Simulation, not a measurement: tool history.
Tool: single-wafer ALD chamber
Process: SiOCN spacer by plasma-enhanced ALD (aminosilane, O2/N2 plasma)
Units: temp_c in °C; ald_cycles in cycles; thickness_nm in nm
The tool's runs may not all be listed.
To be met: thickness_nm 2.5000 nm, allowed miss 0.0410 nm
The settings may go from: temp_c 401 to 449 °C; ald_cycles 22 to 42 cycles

Run 1, hour 0.0: temp_c 425 °C, ald_cycles 32 cycles. Result: thickness_nm 1.9398 nm.
Run 2, hour 3.6: temp_c 425 °C, ald_cycles 30 cycles. Result: thickness_nm 1.8252 nm.
Run 3, hour 8.0: temp_c 422 °C, ald_cycles 31 cycles. Result: thickness_nm 1.8953 nm.
Run 4, hour 15.7: temp_c 422 °C, ald_cycles 28 cycles. Result: thickness_nm 1.7214 nm.
Run 5, hour 21.9: temp_c 420 °C, ald_cycles 30 cycles. Result: thickness_nm 1.8598 nm.
Run 6, hour 23.4: temp_c 426 °C, ald_cycles 30 cycles. Result: thickness_nm 1.8083 nm.
Run 7, hour 32.0: temp_c 423 °C, ald_cycles 31 cycles. Result: thickness_nm 1.8821 nm.
Run 8, hour 38.0: temp_c 420 °C, ald_cycles 32 cycles. Result: thickness_nm 1.9602 nm.
Run 9, hour 44.0: temp_c 418 °C, ald_cycles 33 cycles. Result: thickness_nm 2.0614 nm.
Run 10, hour 52.7: temp_c 416 °C, ald_cycles 34 cycles. Result: thickness_nm 2.1117 nm.
Run 11, hour 58.7: temp_c 416 °C, ald_cycles 34 cycles. Result: thickness_nm 2.1131 nm.

5 next moves are on the table. One of them brings every result within its allowed miss. Which?
Run A, hour 64.7: temp_c 408 °C, ald_cycles 39 cycles. Result: thickness_nm ?.
Run B, hour 64.7: temp_c 403 °C, ald_cycles 31 cycles. Result: thickness_nm ?.
Run C, hour 64.7: temp_c 401 °C, ald_cycles 40 cycles. Result: thickness_nm ?.
Run D, hour 64.7: temp_c 411 °C, ald_cycles 41 cycles. Result: thickness_nm ?.
Run E, hour 64.7: temp_c 429 °C, ald_cycles 40 cycles. Result: thickness_nm ?.

move  thickness_nm
   A        2.4868
   B        2.0064
   C        2.6042
   D        2.5907
   E        2.3894
A: meets every target
B: further off than the last run
C: takes the result that was furthest off past its target
D: takes the result that was furthest off past its target
E: nearer than the last run, and not there yet
Move A is the one to make.
